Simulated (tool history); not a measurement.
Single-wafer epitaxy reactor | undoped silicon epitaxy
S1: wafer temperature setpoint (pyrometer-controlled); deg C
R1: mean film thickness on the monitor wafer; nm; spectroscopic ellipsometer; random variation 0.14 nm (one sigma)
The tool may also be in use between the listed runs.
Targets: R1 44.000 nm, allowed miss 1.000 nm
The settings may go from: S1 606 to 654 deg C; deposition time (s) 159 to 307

run 1 hour=0.0 | S1=630 deposition_time_(s)=233 | R1=26.913
run 2 hour=5.3 | S1=622 deposition_time_(s)=233 | R1=21.919
run 3 hour=13.1 | S1=622 deposition_time_(s)=221 | R1=20.759
run 4 hour=19.2 | S1=629 deposition_time_(s)=222 | R1=25.043
run 5 hour=25.0 | S1=634 deposition_time_(s)=222 | R1=28.570
run 6 hour=29.6 | S1=625 deposition_time_(s)=222 | R1=22.671
-- hour=35.4 pyrometer calibrated
run 7 hour=35.4 | S1=631 deposition_time_(s)=223 | R1=23.615
run 8 hour=36.9 | S1=636 deposition_time_(s)=233 | R1=27.836
run 9 hour=40.5 | S1=640 deposition_time_(s)=250 | R1=33.212
run 10 hour=47.6 | S1=643 deposition_time_(s)=251 | R1=35.743
run 11 hour=50.7 | S1=645 deposition_time_(s)=251 | R1=37.780
run 12 hour=52.4 | S1=645 deposition_time_(s)=251 | R1=37.714
run 13 hour=59.9 | S1=647 deposition_time_(s)=251 | R1=39.764
run 14 hour=65.5 | S1=652 deposition_time_(s)=252 | R1=44.994

5 next moves are on the table. One of them brings every result within its allowed miss. Which?
run A hour=71.1 | S1=652 deposition_time_(s)=244 | R1=?
run B hour=71.1 | S1=651 deposition_time_(s)=265 | R1=?
run C hour=71.1 | S1=650 deposition_time_(s)=274 | R1=?
run D hour=71.1 | S1=653 deposition_time_(s)=253 | R1=?
run E hour=71.1 | S1=654 deposition_time_(s)=258 | R1=?

move=A R1=43.666
move=B R1=46.272
move=C R1=46.678
move=D R1=46.401
move=E R1=48.491
A: meets every target
B: further off than the last run
C: further off than the last run
D: further off than the last run
E: further off than the last run
Answer: A
